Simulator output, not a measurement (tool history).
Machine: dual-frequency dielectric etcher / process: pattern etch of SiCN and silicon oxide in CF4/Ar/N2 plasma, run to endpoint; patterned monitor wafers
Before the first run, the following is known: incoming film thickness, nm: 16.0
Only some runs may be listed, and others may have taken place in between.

Run 1, hour 0: source power (W) 560, bias power (W) 56, Ar flow (sccm) 133, CF4 flow (sccm) 58. Result: endpoint time (s) 17.282.
Run 2, hour 1.3: source power (W) 560, bias power (W) 56, Ar flow (sccm) 133, CF4 flow (sccm) 48. Result: endpoint time (s) 17.639.
Run 3, hour 8.4: source power (W) 570, bias power (W) 56, Ar flow (sccm) 133, CF4 flow (sccm) 48. Result: endpoint time (s) 17.596.
Run 4, hour 14.5: source power (W) 570, bias power (W) 56, Ar flow (sccm) 133, CF4 flow (sccm) 42. Result: endpoint time (s) 17.766.
At hour 16.6: source power generator calibrated.
Run 5, hour 16.6: source power (W) 580, bias power (W) 56, Ar flow (sccm) 133, CF4 flow (sccm) 42. Result: endpoint time (s) 18.245.
Run 6, hour 18.7: source power (W) 600, bias power (W) 56, Ar flow (sccm) 133, CF4 flow (sccm) 42. Result: endpoint time (s) 17.842.
Run 7, hour 20.5: source power (W) 610, bias power (W) 57, Ar flow (sccm) 132, CF4 flow (sccm) 42. Result: endpoint time (s) 17.557.

What does the tool deliver on the next run?
Run 8, hour 26.9: source power (W) 700, bias power (W) 58, Ar flow (sccm) 131, CF4 flow (sccm) 42. Result: endpoint time (s) ?.

Run 8 came out at endpoint time (s) 15.868.

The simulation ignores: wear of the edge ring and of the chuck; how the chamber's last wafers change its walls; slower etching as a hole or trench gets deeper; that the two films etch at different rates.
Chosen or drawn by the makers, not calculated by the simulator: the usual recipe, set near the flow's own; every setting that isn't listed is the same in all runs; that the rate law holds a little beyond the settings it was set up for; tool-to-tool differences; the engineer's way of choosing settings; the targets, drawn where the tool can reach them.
